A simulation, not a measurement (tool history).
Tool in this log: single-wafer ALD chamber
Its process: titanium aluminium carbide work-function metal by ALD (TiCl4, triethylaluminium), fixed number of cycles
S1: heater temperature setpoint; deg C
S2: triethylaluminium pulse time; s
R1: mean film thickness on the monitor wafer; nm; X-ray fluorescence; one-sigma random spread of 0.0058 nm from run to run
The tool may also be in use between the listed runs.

run	hour	S1	S2	R1
1	0	310	10.13	2.1346
2	6.9	321	10.13	2.2219
3	14	326	10.13	2.2703
4	20.2	326	11.76	2.2872
5	22.6	313	9.08	2.1402
6	24.1	317	9.08	2.1672

For run 7, what comes out?
7	31.1	307	7.29	?

Run 7 produced R1 2.0286 nm.
